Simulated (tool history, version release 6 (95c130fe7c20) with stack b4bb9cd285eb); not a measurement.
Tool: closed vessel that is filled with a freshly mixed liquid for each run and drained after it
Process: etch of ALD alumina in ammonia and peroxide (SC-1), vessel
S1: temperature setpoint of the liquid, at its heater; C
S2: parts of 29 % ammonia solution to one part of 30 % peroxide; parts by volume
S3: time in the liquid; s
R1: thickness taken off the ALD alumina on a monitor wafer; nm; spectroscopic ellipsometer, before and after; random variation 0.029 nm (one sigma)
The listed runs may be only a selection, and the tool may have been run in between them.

{"run": 1, "hour": 0.0, "S1": 55, "S2": 0.4, "S3": 35, "R1": 3.1843}
{"run": 2, "hour": 3.3, "S1": 58, "S2": 0.4, "S3": 35, "R1": 3.7515}
{"run": 3, "hour": 5.4, "S1": 58, "S2": 0.3, "S3": 35, "R1": 3.6595}
{"run": 4, "hour": 12.0, "S1": 60.5, "S2": 0.3, "S3": 35, "R1": 4.1515}
{"run": 5, "hour": 18.3, "S1": 60.5, "S2": 0.2, "S3": 35, "R1": 3.9913}
{"run": 6, "hour": 20.9, "S1": 55.5, "S2": 0.2, "S3": 35, "R1": 3.1014}
{"run": 7, "hour": 29.5, "S1": 55.5, "S2": 0.2, "S3": 35, "R1": 3.0683}
{"run": 8, "hour": 35.8, "S1": 59, "S2": 0.2, "S3": 35, "R1": 3.7136}
{"run": 9, "hour": 40.5, "S1": 59, "S2": 0.2, "S3": 35, "R1": 3.75}
{"run": 10, "hour": 47.6, "S1": 61.5, "S2": 0.2, "S3": 35, "R1": 4.1721}
{"run": 11, "hour": 48.8, "S1": 63.5, "S2": 0.2, "S3": 35, "R1": 4.6437}

Expected results for the next run?
{"run": 12, "hour": 50.3, "S1": 65, "S2": 0.2, "S3": 35, "R1": "?"}

Logged for run 12: R1 5.0199 nm.
